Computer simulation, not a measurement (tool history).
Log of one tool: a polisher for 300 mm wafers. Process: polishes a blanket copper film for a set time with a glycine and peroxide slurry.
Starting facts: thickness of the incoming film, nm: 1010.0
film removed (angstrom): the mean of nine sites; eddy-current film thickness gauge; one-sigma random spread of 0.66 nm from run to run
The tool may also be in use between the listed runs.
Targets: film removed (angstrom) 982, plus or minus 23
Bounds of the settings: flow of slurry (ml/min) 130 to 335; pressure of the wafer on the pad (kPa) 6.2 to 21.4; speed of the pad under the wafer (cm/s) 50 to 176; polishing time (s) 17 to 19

run,hour,flow of slurry (ml/min),pressure of the wafer on the pad (kPa),speed of the pad under the wafer (cm/s),polishing time (s),film removed (angstrom)
1,0,215,13.8,112,19,781.41
2,7.8,225,14.5,112,19,788.2
3,9.3,260,14.5,112,19,809.02
4,12.9,260,15.2,112,19,828.44
5,18.8,260,15.9,112,19,841.54
6,27.4,260,15.9,112,19,850.63
7,29.4,285,18.6,112,19,929.31
8,32.1,285,19.3,112,19,949.27

Which of these 5 next moves meets every target?
A,34.8,310,21.4,102,19,?
B,34.8,200,20.7,110,19,?
C,34.8,335,17.9,120,18,?
D,34.8,265,18.6,138,18,?
E,34.8,335,17.9,122,19,?

move,film removed (angstrom)
A,933.53
B,933.07
C,921.95
D,1037.4
E,986.58
A: the biggest miss grows against the last run
B: the biggest miss grows against the last run
C: the biggest miss grows against the last run
D: moves the result that the last run missed by most past its target, out the other side
E: each result inside its tolerance
Answer: E

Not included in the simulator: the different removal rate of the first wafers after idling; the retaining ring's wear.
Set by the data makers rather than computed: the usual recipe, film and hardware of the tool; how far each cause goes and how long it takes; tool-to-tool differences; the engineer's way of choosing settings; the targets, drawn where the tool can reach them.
